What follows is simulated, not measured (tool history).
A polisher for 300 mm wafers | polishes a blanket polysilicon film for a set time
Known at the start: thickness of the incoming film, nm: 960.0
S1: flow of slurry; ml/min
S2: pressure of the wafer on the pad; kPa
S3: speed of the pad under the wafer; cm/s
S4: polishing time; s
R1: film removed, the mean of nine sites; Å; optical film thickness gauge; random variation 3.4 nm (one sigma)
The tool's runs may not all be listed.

Run 1, hour 0: S1 245 ml/min, S2 20.7 kPa, S3 84 cm/s, S4 30 s. Result: R1 2285 Å.
Run 2, hour 6.1: S1 245 ml/min, S2 21.4 kPa, S3 84 cm/s, S4 30 s. Result: R1 2349 Å.
Run 3, hour 13.6: S1 245 ml/min, S2 21.4 kPa, S3 84 cm/s, S4 27 s. Result: R1 2099.3 Å.
Run 4, hour 18: S1 245 ml/min, S2 21.4 kPa, S3 64 cm/s, S4 27 s. Result: R1 1743.1 Å.
Run 5, hour 20.9: S1 245 ml/min, S2 22.8 kPa, S3 64 cm/s, S4 27 s. Result: R1 1855.5 Å.
Run 6, hour 25.4: S1 245 ml/min, S2 24.1 kPa, S3 64 cm/s, S4 27 s. Result: R1 1990.6 Å.
Run 7, hour 29.9: S1 245 ml/min, S2 24.8 kPa, S3 64 cm/s, S4 27 s. Result: R1 2037.1 Å.
Run 8, hour 34.6: S1 245 ml/min, S2 25.5 kPa, S3 64 cm/s, S4 27 s. Result: R1 2090.5 Å.
Run 9, hour 41.2: S1 245 ml/min, S2 26.2 kPa, S3 64 cm/s, S4 27 s. Result: R1 2084.9 Å.

Run 10 comes next. What will it give?
Run 10, hour 50: S1 245 ml/min, S2 26.2 kPa, S3 64 cm/s, S4 27 s. Result: R1 ?.

Run 10 gave R1 2103.4 Å.

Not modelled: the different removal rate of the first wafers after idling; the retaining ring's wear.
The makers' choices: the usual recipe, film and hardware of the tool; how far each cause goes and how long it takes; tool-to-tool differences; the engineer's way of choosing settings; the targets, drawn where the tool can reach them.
